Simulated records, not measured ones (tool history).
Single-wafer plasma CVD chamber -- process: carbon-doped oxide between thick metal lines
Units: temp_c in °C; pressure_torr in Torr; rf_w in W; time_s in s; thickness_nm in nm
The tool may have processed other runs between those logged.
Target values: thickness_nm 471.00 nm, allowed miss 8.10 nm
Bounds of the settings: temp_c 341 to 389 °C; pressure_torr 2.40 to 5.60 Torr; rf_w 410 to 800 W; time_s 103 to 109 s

run	day	temp_c	pressure_torr	rf_w	time_s	thickness_nm
1	0.000	365	4.00	605	109	509.17
2	0.242	366	3.86	600	109	508.42
3	0.308	366	3.23	600	109	495.67
4	0.562	367	3.13	595	109	489.43
5	0.683	367	3.13	595	109	490.55
6	0.888	368	3.05	590	109	482.61
7	1.012	369	3.02	590	109	486.19
8	1.271	369	2.97	585	109	484.07
9	1.608	369	2.93	580	109	482.84

Below are 5 possible settings for the next run. Only one of them brings all results inside the allowed miss of their targets. Which is it?
A	1.946	367	2.98	510	108	?
B	1.946	369	3.11	625	103	?
C	1.946	372	2.84	535	108	?
D	1.946	368	3.12	605	107	?
E	1.946	370	2.71	615	109	?

move	thickness_nm
A	448.87
B	475.79
C	453.61
D	487.27
E	492.82
A: takes the result that was furthest off past its target
B: meets every target
C: takes the result that was furthest off past its target
D: moves away from the targets compared with the last run
E: moves away from the targets compared with the last run
Correct choice: B, which meets every target

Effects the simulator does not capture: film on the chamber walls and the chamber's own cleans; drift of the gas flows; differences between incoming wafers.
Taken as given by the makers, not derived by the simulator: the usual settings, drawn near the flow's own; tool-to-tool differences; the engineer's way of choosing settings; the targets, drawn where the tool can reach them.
